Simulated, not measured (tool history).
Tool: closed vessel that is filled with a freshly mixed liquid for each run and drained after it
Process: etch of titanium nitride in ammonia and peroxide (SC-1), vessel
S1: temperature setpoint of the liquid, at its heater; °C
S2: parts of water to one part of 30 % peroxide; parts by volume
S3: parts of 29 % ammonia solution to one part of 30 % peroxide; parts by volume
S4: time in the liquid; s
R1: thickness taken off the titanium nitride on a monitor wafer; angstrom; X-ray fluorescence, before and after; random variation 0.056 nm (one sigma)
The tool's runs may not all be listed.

{"run": 1, "hour": 0.0, "S1": 50.0, "S2": 11, "S3": 0.45, "S4": 305, "R1": 221.61}
{"run": 2, "hour": 5.1, "S1": 47.5, "S2": 11, "S3": 0.45, "S4": 305, "R1": 187.34}
{"run": 3, "hour": 11.9, "S1": 47.5, "S2": 11, "S3": 0.45, "S4": 330, "R1": 200.69}
{"run": 4, "hour": 20.4, "S1": 47.5, "S2": 11, "S3": 0.45, "S4": 305, "R1": 185.86}
{"run": 5, "hour": 22.8, "S1": 47.5, "S2": 11, "S3": 0.45, "S4": 305, "R1": 185.41}
{"run": 6, "hour": 28.3, "S1": 47.5, "S2": 11, "S3": 0.5, "S4": 305, "R1": 188.66}
{"run": 7, "hour": 35.6, "S1": 45.5, "S2": 11, "S3": 0.5, "S4": 305, "R1": 164.04}

Forecast run 8:
{"hour": 43.3, "done": "ammonia flow meter replaced"}
{"run": 8, "hour": 43.3, "S1": 44.0, "S2": 11, "S3": 0.5, "S4": 305, "R1": "?"}

{"run 8": {"R1": 150.37}}
